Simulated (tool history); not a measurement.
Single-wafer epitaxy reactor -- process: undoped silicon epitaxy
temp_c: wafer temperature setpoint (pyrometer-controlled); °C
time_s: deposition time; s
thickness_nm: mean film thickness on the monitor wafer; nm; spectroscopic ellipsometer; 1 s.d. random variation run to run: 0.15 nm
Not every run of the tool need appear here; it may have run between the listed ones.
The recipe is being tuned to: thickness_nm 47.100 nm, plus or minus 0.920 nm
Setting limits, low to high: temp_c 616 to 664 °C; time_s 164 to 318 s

Run 1, hour 0.0: temp_c 640 °C, time_s 241 s. Result: thickness_nm 33.466 nm.
Run 2, hour 3.4: temp_c 643 °C, time_s 241 s. Result: thickness_nm 35.668 nm.
Run 3, hour 7.9: temp_c 643 °C, time_s 275 s. Result: thickness_nm 40.784 nm.
Run 4, hour 8.9: temp_c 644 °C, time_s 275 s. Result: thickness_nm 41.857 nm.
Run 5, hour 11.1: temp_c 644 °C, time_s 263 s. Result: thickness_nm 39.976 nm.
Run 6, hour 17.4: temp_c 644 °C, time_s 280 s. Result: thickness_nm 42.237 nm.
Run 7, hour 19.2: temp_c 645 °C, time_s 280 s. Result: thickness_nm 43.175 nm.
Run 8, hour 26.1: temp_c 645 °C, time_s 280 s. Result: thickness_nm 43.432 nm.
Run 9, hour 28.1: temp_c 646 °C, time_s 280 s. Result: thickness_nm 44.252 nm.

Which single option among these 5 for the next run brings every result within its allowed miss of target? Just one does.
Run A, hour 30.1: temp_c 652 °C, time_s 280 s. Result: thickness_nm ?.
Run B, hour 30.1: temp_c 643 °C, time_s 281 s. Result: thickness_nm ?.
Run C, hour 30.1: temp_c 644 °C, time_s 310 s. Result: thickness_nm ?.
Run D, hour 30.1: temp_c 648 °C, time_s 249 s. Result: thickness_nm ?.
Run E, hour 30.1: temp_c 654 °C, time_s 224 s. Result: thickness_nm ?.

move  thickness_nm
   A        50.332
   B        41.700
   C        47.002
   D        41.122
   E        41.998
A: pushes the last run's worst result past its target
B: its largest miss is bigger than the last run's
C: all results land within tolerance of their targets
D: its largest miss is bigger than the last run's
E: its largest miss is bigger than the last run's
C meets every target.
